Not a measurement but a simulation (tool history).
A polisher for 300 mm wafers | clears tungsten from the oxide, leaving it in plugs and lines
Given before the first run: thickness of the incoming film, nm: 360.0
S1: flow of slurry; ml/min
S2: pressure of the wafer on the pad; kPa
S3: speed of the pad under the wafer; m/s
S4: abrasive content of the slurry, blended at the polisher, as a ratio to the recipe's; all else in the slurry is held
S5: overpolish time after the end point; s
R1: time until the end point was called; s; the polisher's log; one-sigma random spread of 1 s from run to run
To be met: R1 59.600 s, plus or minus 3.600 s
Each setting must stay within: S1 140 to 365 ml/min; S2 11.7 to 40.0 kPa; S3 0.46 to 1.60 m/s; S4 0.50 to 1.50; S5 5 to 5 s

run,hour,S1,S2,S3,S4,S5,R1
1,0.0,235,25.5,1.02,1.00,5,109.760
2,5.3,235,26.9,1.02,1.00,5,103.590
3,5.9,270,26.9,1.02,1.00,5,102.110
4,7.9,270,26.9,1.02,1.00,5,99.473
5,16.8,270,28.3,1.02,1.00,5,97.160
6,19.9,300,28.3,1.02,1.00,5,99.029
7,21.8,300,35.2,1.12,1.00,5,74.119
8,27.0,300,35.9,1.14,1.00,5,70.856
9,34.3,300,36.5,1.14,1.00,5,71.708
10,36.5,300,36.5,1.16,1.00,5,71.528
11,42.1,300,37.2,1.18,1.00,5,68.212

Which one of the following 4 next-run settings gets every result inside its allowed miss? There is exactly one.
A,47.7,265,40.0,1.44,1.10,5,?
B,47.7,295,38.6,1.54,1.10,5,?
C,47.7,255,39.3,1.52,1.15,5,?
D,47.7,320,40.0,1.26,0.95,5,?

move,R1
A,52.876
B,50.742
C,50.834
D,60.444
A: carries the result that was furthest off beyond its target, to the other side
B: carries the result that was furthest off beyond its target, to the other side
C: carries the result that was furthest off beyond its target, to the other side
D: in spec on every target
Answer: D
